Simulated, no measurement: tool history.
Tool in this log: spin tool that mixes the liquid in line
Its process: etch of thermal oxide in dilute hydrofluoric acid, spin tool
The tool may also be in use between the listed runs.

| run | hour | temperature setpoint of the liquid (K) | parts of water to one part of 49 % hydrofluoric acid (parts by volume) | time under the liquid (s) | thickness taken off the thermal oxide on a monitor wafer (angstrom) |
|---|---|---|---|---|---|
| 1 | 0 | 297.15 | 285 | 90 | 14.959 |
| 2 | 1 | 295.15 | 285 | 90 | 13.961 |
| 3 | 9.5 | 295.15 | 360 | 90 | 10.124 |
| 4 | 15.3 | 297.15 | 360 | 90 | 10.954 |
| 5 | 16.4 | 294.65 | 360 | 90 | 9.9983 |
| 6 | 25.4 | 291.65 | 360 | 90 | 9.0889 |

Run 7, settings as shown, results not yet in. Your forecast:
| 7 | 29.8 | 291.15 | 360 | 90 | ? |

thickness taken off the thermal oxide on a monitor wafer (angstrom): 8.9013
